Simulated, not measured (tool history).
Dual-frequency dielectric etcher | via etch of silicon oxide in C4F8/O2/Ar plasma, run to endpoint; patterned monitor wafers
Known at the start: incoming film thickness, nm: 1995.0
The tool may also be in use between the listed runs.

run 1 day=0 | source_power_(kW)=1.55 bias_power_(kW)=2.262 | endpoint_time_(s)=413.34
run 2 day=0.121 | source_power_(kW)=1.48 bias_power_(kW)=2.231 | endpoint_time_(s)=417.67
run 3 day=0.225 | source_power_(kW)=1.48 bias_power_(kW)=2.045 | endpoint_time_(s)=432.86
run 4 day=0.292 | source_power_(kW)=1.66 bias_power_(kW)=2.045 | endpoint_time_(s)=407.56
-- day=0.571 source power generator calibrated
run 5 day=0.571 | source_power_(kW)=1.59 bias_power_(kW)=2.019 | endpoint_time_(s)=420.54
run 6 day=0.883 | source_power_(kW)=1.53 bias_power_(kW)=1.998 | endpoint_time_(s)=436.09
run 7 day=1.008 | source_power_(kW)=1.53 bias_power_(kW)=1.998 | endpoint_time_(s)=440.49
run 8 day=1.371 | source_power_(kW)=1.22 bias_power_(kW)=1.869 | endpoint_time_(s)=498.16

Forecast run 9:
run 9 day=1.746 | source_power_(kW)=1.24 bias_power_(kW)=1.873 | endpoint_time_(s)=?

endpoint time (s): 500.83

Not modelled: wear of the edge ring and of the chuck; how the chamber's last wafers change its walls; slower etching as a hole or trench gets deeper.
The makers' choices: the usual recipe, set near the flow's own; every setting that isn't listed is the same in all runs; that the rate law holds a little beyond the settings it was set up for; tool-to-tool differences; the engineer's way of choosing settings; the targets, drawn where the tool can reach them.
